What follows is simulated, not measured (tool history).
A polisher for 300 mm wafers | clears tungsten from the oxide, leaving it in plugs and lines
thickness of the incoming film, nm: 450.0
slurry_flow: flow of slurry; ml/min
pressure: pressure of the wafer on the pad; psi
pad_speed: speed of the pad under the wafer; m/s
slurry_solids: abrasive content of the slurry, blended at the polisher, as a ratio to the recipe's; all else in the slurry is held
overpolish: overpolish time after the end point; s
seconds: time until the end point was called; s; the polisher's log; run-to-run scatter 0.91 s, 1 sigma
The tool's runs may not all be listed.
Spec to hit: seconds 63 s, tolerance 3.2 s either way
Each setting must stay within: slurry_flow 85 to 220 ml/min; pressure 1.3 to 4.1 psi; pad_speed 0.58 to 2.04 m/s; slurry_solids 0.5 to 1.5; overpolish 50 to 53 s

| run | hour | slurry_flow | pressure | pad_speed | slurry_solids | overpolish | seconds |
|---|---|---|---|---|---|---|---|
| 1 | 0 | 140 | 2.7 | 1.3 | 1 | 50 | 104.43 |
| 2 | 4.6 | 140 | 2.3 | 1.3 | 1 | 50 | 122.24 |
| 3 | 5.6 | 140 | 2.3 | 1.3 | 1 | 53 | 124.27 |
| 4 | 12.2 | 140 | 2.5 | 1.3 | 1 | 53 | 116.69 |
| 5 | 15.6 | 115 | 2.5 | 1.3 | 1 | 53 | 119.32 |
| 6 | 20.4 | 115 | 2.1 | 1.3 | 1 | 53 | 138.92 |
| 7 | 22.8 | 115 | 2.3 | 1.32 | 1 | 53 | 128.44 |
| 8 | 25.5 | 120 | 2.5 | 1.32 | 1 | 53 | 119.28 |
| 9 | 31.1 | 125 | 2.7 | 1.34 | 1 | 53 | 106.56 |
| 10 | 39 | 125 | 2.7 | 1.34 | 1 | 53 | 106.13 |
| 11 | 45.6 | 130 | 2.9 | 1.34 | 1 | 53 | 97.684 |

Pick the move, out of 5, that brings all results within their allowed miss; only one does.
| A | 52.2 | 110 | 4.1 | 1.72 | 1.3 | 51 | ? |
| B | 52.2 | 155 | 3.8 | 1.76 | 1.05 | 51 | ? |
| C | 52.2 | 115 | 3.6 | 1.76 | 0.85 | 50 | ? |
| D | 52.2 | 150 | 3.3 | 1.48 | 0.75 | 50 | ? |
| E | 52.2 | 155 | 4.1 | 1.68 | 0.95 | 52 | ? |

| move | seconds |
|---|---|
| A | 54.272 |
| B | 55.891 |
| C | 64.251 |
| D | 80.603 |
| E | 55.217 |
A: carries the result that was furthest off beyond its target, to the other side
B: carries the result that was furthest off beyond its target, to the other side
C: every result lands within tolerance
D: nearer than the last run, and not there yet
E: carries the result that was furthest off beyond its target, to the other side
Answer: C

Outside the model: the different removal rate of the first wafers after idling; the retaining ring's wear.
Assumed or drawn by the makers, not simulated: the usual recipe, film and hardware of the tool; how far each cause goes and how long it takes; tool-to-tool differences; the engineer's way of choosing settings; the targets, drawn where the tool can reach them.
